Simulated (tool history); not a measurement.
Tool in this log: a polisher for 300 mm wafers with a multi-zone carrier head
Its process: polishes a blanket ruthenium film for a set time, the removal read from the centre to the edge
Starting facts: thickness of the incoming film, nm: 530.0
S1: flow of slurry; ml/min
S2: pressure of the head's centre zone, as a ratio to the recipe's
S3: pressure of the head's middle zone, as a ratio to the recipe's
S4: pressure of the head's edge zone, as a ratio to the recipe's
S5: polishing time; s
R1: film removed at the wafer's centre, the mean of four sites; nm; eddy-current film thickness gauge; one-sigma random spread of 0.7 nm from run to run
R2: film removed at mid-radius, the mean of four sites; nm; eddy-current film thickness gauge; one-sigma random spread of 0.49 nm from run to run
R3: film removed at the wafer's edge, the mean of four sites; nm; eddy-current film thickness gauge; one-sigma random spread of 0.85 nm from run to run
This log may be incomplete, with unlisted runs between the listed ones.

run 1 hour=0 | S1=285 S2=1 S3=1 S4=1 S5=43 | R1=45.078 R2=44.962 R3=44.254
run 2 hour=8.3 | S1=285 S2=1 S3=1 S4=0.95 S5=43 | R1=46.642 R2=44.764 R3=41.857
run 3 hour=12 | S1=290 S2=1.04 S3=1.03 S4=1.01 S5=45 | R1=49.024 R2=47.8 R3=46.835
run 4 hour=17.2 | S1=290 S2=1.08 S3=1.03 S4=1.01 S5=45 | R1=51.591 R2=47.357 R3=47.613
run 5 hour=25.8 | S1=290 S2=1.08 S3=1.03 S4=1.01 S5=38 | R1=44.288 R2=39.431 R3=39.69
run 6 hour=32 | S1=290 S2=1.08 S3=1.03 S4=0.98 S5=38 | R1=43.826 R2=39.975 R3=38.158
run 7 hour=37.3 | S1=295 S2=1.09 S3=1.07 S4=1.03 S5=42 | R1=48.036 R2=45.419 R3=43.621

What will run 8 give?
run 8 hour=45.2 | S1=305 S2=1.07 S3=1.1 S4=1.13 S5=54 | R1=? R2=? R3=?

R1: 61.613 nm
R2: 59.752 nm
R3: 59.736 nm
